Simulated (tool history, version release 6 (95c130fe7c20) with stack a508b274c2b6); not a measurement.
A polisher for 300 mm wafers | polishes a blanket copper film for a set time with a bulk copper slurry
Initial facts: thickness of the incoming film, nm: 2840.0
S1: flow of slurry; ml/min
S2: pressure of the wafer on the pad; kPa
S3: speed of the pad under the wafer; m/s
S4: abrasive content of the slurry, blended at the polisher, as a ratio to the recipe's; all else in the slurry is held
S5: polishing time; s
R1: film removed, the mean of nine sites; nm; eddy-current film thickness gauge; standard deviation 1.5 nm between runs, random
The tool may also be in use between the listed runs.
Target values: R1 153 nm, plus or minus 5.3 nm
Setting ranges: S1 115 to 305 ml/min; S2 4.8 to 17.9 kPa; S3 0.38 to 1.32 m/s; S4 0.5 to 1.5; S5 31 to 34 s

{"run": 1, "hour": 0.0, "S1": 195, "S2": 11, "S3": 0.84, "S4": 1, "S5": 34, "R1": 117.24}
{"run": 2, "hour": 1.1, "S1": 195, "S2": 11, "S3": 0.84, "S4": 0.9, "S5": 34, "R1": 114.24}
{"run": 3, "hour": 6.5, "S1": 200, "S2": 11.7, "S3": 0.84, "S4": 0.9, "S5": 34, "R1": 121.46}
{"run": 4, "hour": 10.2, "S1": 220, "S2": 11.7, "S3": 0.84, "S4": 0.9, "S5": 34, "R1": 122.76}
{"run": 5, "hour": 13.1, "S1": 220, "S2": 11, "S3": 0.84, "S4": 0.9, "S5": 34, "R1": 117.63}
{"run": 6, "hour": 16.4, "S1": 220, "S2": 11, "S3": 0.7, "S4": 0.9, "S5": 34, "R1": 97.831}
{"run": 7, "hour": 17.2, "S1": 225, "S2": 12.4, "S3": 0.7, "S4": 0.9, "S5": 34, "R1": 109.77}
{"run": 8, "hour": 25.9, "S1": 230, "S2": 13.8, "S3": 0.7, "S4": 0.9, "S5": 34, "R1": 117.84}
{"run": 9, "hour": 31.9, "S1": 230, "S2": 15.2, "S3": 0.7, "S4": 0.9, "S5": 34, "R1": 127.93}
{"run": 10, "hour": 39.3, "S1": 235, "S2": 15.9, "S3": 0.7, "S4": 0.9, "S5": 34, "R1": 131.58}
{"run": 11, "hour": 42.8, "S1": 235, "S2": 17.9, "S3": 0.7, "S4": 0.9, "S5": 34, "R1": 146.25}

Which one of the following 5 next-run settings gets every result inside its allowed miss? There is exactly one.
{"run": "A", "hour": 46.3, "S1": 235, "S2": 17.2, "S3": 0.72, "S4": 0.85, "S5": 31, "R1": "?"}
{"run": "B", "hour": 46.3, "S1": 220, "S2": 17.2, "S3": 0.68, "S4": 0.9, "S5": 34, "R1": "?"}
{"run": "C", "hour": 46.3, "S1": 275, "S2": 17.2, "S3": 0.74, "S4": 0.9, "S5": 32, "R1": "?"}
{"run": "D", "hour": 46.3, "S1": 305, "S2": 15.2, "S3": 0.88, "S4": 0.65, "S5": 31, "R1": "?"}
{"run": "E", "hour": 46.3, "S1": 240, "S2": 15.9, "S3": 0.8, "S4": 0.95, "S5": 34, "R1": "?"}

move=A R1=128.22
move=B R1=134.19
move=C R1=140.46
move=D R1=132.99
move=E R1=150.3
A: lands further from the targets than the last run did
B: lands further from the targets than the last run did
C: lands further from the targets than the last run did
D: lands further from the targets than the last run did
E: every result within its allowed miss
The move that meets every target is E.
